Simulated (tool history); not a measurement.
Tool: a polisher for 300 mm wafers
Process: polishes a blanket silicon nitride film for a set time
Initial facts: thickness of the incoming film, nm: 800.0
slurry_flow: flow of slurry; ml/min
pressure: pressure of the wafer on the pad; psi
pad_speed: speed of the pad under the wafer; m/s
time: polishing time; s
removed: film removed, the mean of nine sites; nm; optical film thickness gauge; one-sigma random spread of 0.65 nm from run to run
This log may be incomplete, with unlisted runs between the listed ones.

run    day  slurry_flow  pressure  pad_speed  time  removed
  1      0          250       2.7       1.26    62   85.173
  2  0.054          250       2.6       1.26    62   82.836
  3  0.192          250       2.6       1.26    65   85.124
  4  0.496          250       2.6       1.26    62   81.624
  5  0.633          250       2.6        1.5    62   94.356
  6  0.958          250       2.8        1.5    62   102.39
  7  1.242          250       2.5        1.5    62   89.049
  8  1.612          250       2.4        1.5    62    86.85
  9  1.742          250       2.4        1.5    62   87.396

Run 10 is up next; what results do you expect?
 10  1.888          250       2.3        1.5    62        ?

removed: 83.725 nm

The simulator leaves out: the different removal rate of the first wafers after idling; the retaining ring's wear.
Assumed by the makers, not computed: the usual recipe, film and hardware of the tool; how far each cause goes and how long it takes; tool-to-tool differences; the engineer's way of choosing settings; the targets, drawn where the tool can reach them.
